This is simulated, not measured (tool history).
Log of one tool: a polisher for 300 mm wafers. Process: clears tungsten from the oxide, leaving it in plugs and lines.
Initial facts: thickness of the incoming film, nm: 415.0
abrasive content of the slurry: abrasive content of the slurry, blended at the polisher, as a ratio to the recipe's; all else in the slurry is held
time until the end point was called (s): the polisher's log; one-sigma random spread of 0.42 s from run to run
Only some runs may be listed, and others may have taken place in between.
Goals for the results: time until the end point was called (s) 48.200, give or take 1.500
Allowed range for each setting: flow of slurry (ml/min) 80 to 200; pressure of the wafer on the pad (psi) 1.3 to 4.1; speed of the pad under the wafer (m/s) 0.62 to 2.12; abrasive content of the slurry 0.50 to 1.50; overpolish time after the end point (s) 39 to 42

| run | hour | flow of slurry (ml/min) | pressure of the wafer on the pad (psi) | speed of the pad under the wafer (m/s) | abrasive content of the slurry | overpolish time after the end point (s) | time until the end point was called (s) |
|---|---|---|---|---|---|---|---|
| 1 | 0.0 | 130 | 2.7 | 1.36 | 1.00 | 39 | 89.162 |
| 2 | 3.4 | 130 | 3.0 | 1.36 | 1.00 | 39 | 79.024 |
| 3 | 4.4 | 130 | 2.6 | 1.36 | 1.00 | 39 | 90.973 |
| 4 | 12.3 | 130 | 2.6 | 1.36 | 1.00 | 39 | 90.906 |
|  | 19.9 | slurry nozzle cleaned |
| 5 | 19.9 | 130 | 2.6 | 1.06 | 1.00 | 39 | 106.950 |
| 6 | 21.2 | 135 | 2.8 | 1.12 | 1.00 | 39 | 95.197 |
| 7 | 25.1 | 160 | 3.5 | 1.44 | 1.00 | 39 | 58.743 |
| 8 | 30.4 | 165 | 3.6 | 1.44 | 1.00 | 39 | 57.852 |

Consider the 4 candidate settings below. Which is the only one whose results all fall within their allowed miss of target?
| A | 35.7 | 160 | 2.9 | 2.02 | 0.90 | 42 | ? |
| B | 35.7 | 170 | 3.7 | 1.10 | 1.15 | 39 | ? |
| C | 35.7 | 185 | 3.9 | 1.52 | 1.05 | 39 | ? |
| D | 35.7 | 165 | 3.7 | 1.54 | 1.00 | 42 | ? |

| move | time until the end point was called (s) |
|---|---|
| A | 52.160 |
| B | 69.055 |
| C | 48.569 |
| D | 51.924 |
A: closer than the last run, but not yet in spec
B: its largest miss is bigger than the last run's
C: each result inside its tolerance
D: closer than the last run, but not yet in spec
Answer: C
